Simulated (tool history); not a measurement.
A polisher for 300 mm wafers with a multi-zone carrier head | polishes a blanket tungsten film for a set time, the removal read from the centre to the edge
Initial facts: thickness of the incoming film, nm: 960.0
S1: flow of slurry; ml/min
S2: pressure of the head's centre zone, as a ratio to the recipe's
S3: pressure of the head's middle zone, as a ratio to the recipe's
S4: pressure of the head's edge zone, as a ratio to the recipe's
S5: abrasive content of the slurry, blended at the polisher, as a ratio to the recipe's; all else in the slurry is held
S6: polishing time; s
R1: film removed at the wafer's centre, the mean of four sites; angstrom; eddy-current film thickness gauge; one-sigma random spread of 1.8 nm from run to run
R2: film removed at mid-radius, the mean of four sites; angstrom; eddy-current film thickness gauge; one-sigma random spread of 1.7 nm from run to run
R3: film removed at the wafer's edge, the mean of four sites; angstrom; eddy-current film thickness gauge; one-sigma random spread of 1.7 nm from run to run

{"run": 1, "hour": 0.0, "S1": 190, "S2": 1.0, "S3": 1.0, "S4": 1.0, "S5": 1.0, "S6": 71, "R1": 3239.2, "R2": 3289.5, "R3": 3225.7}
{"run": 2, "hour": 7.9, "S1": 185, "S2": 0.98, "S3": 1.0, "S4": 0.99, "S5": 0.95, "S6": 69, "R1": 3049.3, "R2": 3105.8, "R3": 3020.7}
{"run": 3, "hour": 13.8, "S1": 180, "S2": 0.96, "S3": 1.01, "S4": 1.0, "S5": 0.9, "S6": 67, "R1": 2788.5, "R2": 3041.6, "R3": 2950.6}
{"run": 4, "hour": 18.8, "S1": 180, "S2": 0.88, "S3": 1.01, "S4": 1.0, "S5": 0.9, "S6": 67, "R1": 2612.0, "R2": 3022.1, "R3": 2910.3}
{"run": 5, "hour": 21.6, "S1": 180, "S2": 0.88, "S3": 1.01, "S4": 1.0, "S5": 0.9, "S6": 54, "R1": 2071.3, "R2": 2396.8, "R3": 2370.3}
{"run": 6, "hour": 23.0, "S1": 180, "S2": 0.96, "S3": 1.01, "S4": 1.0, "S5": 0.9, "S6": 54, "R1": 2279.0, "R2": 2421.0, "R3": 2372.1}
{"run": 7, "hour": 28.2, "S1": 175, "S2": 0.94, "S3": 1.01, "S4": 0.99, "S5": 0.85, "S6": 54, "R1": 2218.7, "R2": 2431.8, "R3": 2318.5}

Predict the results of run 8:
{"run": 8, "hour": 36.8, "S1": 170, "S2": 0.92, "S3": 1.0, "S4": 0.99, "S5": 0.8, "S6": 54, "R1": "?", "R2": "?", "R3": "?"}

{"run 8": {"R1": 2102.2, "R2": 2365.4, "R3": 2273.8}}
